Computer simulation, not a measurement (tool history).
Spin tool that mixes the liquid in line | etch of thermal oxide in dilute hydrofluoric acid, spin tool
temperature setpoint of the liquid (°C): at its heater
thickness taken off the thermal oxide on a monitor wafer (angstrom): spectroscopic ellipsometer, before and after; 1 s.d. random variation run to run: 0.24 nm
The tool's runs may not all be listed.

run	hour	temperature setpoint of the liquid (°C)	parts of water to one part of 49 % hydrofluoric acid (parts by volume)	time under the liquid (s)	thickness taken off the thermal oxide on a monitor wafer (angstrom)
1	0	25	80	270	169.98
2	8.1	28.5	80	270	193.26
3	11.9	32	80	270	220.92
4	17.6	32	95	270	183.56
5	21.8	32	95	290	198.91
6	27.8	32	90	290	208.66
7	30.7	32	85	290	223.27
8	38	32.5	75	290	263.44
9	40.3	33	75	290	264.8

Run 10 comes next. What will it give?
10	43.6	33	70	290	?

thickness taken off the thermal oxide on a monitor wafer (angstrom): 284.3
